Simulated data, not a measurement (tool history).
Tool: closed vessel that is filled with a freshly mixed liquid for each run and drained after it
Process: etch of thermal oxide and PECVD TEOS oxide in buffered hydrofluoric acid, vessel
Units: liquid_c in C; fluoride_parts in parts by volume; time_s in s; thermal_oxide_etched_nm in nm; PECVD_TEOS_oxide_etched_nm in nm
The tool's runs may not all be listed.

run 1 day=0.000 | liquid_c=20.0 fluoride_parts=16.0 time_s=60 | thermal_oxide_etched_nm=35.950 PECVD_TEOS_oxide_etched_nm=43.448
run 2 day=0.208 | liquid_c=21.5 fluoride_parts=16.0 time_s=60 | thermal_oxide_etched_nm=38.774 PECVD_TEOS_oxide_etched_nm=47.597
run 3 day=0.321 | liquid_c=22.5 fluoride_parts=16.0 time_s=60 | thermal_oxide_etched_nm=40.965 PECVD_TEOS_oxide_etched_nm=50.053
run 4 day=0.388 | liquid_c=22.5 fluoride_parts=18.5 time_s=60 | thermal_oxide_etched_nm=35.571 PECVD_TEOS_oxide_etched_nm=43.177
run 5 day=0.712 | liquid_c=24.0 fluoride_parts=18.0 time_s=60 | thermal_oxide_etched_nm=39.728 PECVD_TEOS_oxide_etched_nm=48.370
run 6 day=1.012 | liquid_c=25.0 fluoride_parts=17.5 time_s=60 | thermal_oxide_etched_nm=43.370 PECVD_TEOS_oxide_etched_nm=52.209
run 7 day=1.396 | liquid_c=25.5 fluoride_parts=17.0 time_s=60 | thermal_oxide_etched_nm=45.890 PECVD_TEOS_oxide_etched_nm=55.698

The next listed run, before its measurement:
run 8 day=1.688 | liquid_c=26.0 fluoride_parts=17.0 time_s=60 | thermal_oxide_etched_nm=? PECVD_TEOS_oxide_etched_nm=?

Run 8 gave thermal_oxide_etched_nm 46.435 nm, PECVD_TEOS_oxide_etched_nm 57.340 nm.

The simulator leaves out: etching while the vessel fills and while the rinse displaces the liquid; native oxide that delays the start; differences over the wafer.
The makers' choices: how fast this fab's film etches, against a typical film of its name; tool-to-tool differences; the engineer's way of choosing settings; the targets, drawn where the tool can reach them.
